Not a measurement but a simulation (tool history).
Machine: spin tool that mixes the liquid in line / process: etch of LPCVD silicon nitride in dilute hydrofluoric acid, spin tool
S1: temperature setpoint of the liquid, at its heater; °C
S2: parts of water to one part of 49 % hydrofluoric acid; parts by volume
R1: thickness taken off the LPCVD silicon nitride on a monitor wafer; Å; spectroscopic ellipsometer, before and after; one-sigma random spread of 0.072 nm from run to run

Run 1, hour 0.0: S1 26.0 °C, S2 60 parts by volume, time under the liquid (s) 280. Result: R1 26.562 Å.
Run 2, hour 5.4: S1 23.5 °C, S2 60 parts by volume, time under the liquid (s) 280. Result: R1 21.719 Å.
Run 3, hour 7.9: S1 23.5 °C, S2 80 parts by volume, time under the liquid (s) 280. Result: R1 16.481 Å.
Run 4, hour 16.8: S1 23.5 °C, S2 95 parts by volume, time under the liquid (s) 280. Result: R1 13.910 Å.
Run 5, hour 20.8: S1 23.5 °C, S2 95 parts by volume, time under the liquid (s) 300. Result: R1 15.334 Å.
Run 6, hour 26.8: S1 26.5 °C, S2 85 parts by volume, time under the liquid (s) 300. Result: R1 19.960 Å.
Run 7, hour 29.7: S1 28.5 °C, S2 75 parts by volume, time under the liquid (s) 300. Result: R1 26.018 Å.
Run 8, hour 37.1: S1 30.0 °C, S2 70 parts by volume, time under the liquid (s) 300. Result: R1 30.079 Å.

Predict the results of run 9:
Run 9, hour 46.2: S1 31.0 °C, S2 65 parts by volume, time under the liquid (s) 300. Result: R1 ?.

Run 9 yielded R1 35.864 Å.

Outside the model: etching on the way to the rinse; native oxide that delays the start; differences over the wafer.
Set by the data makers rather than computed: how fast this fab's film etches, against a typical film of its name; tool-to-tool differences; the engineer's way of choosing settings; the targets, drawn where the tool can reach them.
